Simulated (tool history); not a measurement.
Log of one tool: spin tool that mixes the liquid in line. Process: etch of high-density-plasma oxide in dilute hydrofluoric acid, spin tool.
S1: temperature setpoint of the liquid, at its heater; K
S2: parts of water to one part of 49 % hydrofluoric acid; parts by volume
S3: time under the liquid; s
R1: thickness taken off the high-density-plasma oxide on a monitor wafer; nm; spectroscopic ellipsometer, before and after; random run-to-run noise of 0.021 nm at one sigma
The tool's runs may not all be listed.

run 1 hour=0.0 | S1=297.15 S2=240 S3=300 | R1=6.1101
run 2 hour=8.2 | S1=297.15 S2=240 S3=320 | R1=6.5596
run 3 hour=10.9 | S1=295.15 S2=255 S3=320 | R1=5.6895
run 4 hour=15.3 | S1=295.15 S2=215 S3=320 | R1=6.9017
run 5 hour=18.7 | S1=298.15 S2=215 S3=320 | R1=7.8095
-- hour=22.4 thermometer replaced
run 6 hour=22.4 | S1=298.15 S2=215 S3=320 | R1=8.4402
run 7 hour=31.3 | S1=294.15 S2=310 S3=320 | R1=4.5977

Run 8, settings as shown, results not yet in. Your forecast:
run 8 hour=37.8 | S1=293.15 S2=315 S3=320 | R1=?

R1: 4.3702 nm

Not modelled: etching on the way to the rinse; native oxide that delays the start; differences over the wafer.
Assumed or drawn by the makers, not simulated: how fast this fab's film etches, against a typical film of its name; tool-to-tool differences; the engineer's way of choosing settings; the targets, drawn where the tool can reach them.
